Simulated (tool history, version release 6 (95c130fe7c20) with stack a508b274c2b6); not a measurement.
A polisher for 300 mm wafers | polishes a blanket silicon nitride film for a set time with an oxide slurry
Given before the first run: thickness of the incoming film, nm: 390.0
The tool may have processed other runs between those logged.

run  hour  flow of slurry (ml/min)  pressure of the wafer on the pad (psi)  speed of the pad under the wafer (m/s)  abrasive content of the slurry  polishing time (s)  film removed (angstrom)
  1   0.0                      270                                     3.9                                    1.38                            1.00                  31                   189.49
  2   6.8                      270                                     3.9                                    1.38                            1.00                  31                   190.56
  3   8.5                      270                                     3.9                                    1.38                            0.80                  31                   174.14
  4   9.2                      270                                     3.9                                    1.60                            0.80                  31                   185.49
  5  13.4                      280                                     4.5                                    1.74                            0.85                  31                   231.90
  6  19.3                      285                                     4.9                                    1.86                            0.95                  31                   281.95
  7  22.2                      290                                     5.2                                    1.94                            1.00                  31                   317.39

Forecast run 8:
  8  23.8                      305                                     6.1                                    2.14                            1.20                  31                        ?

Run 8 produced film removed (angstrom) 437.20.
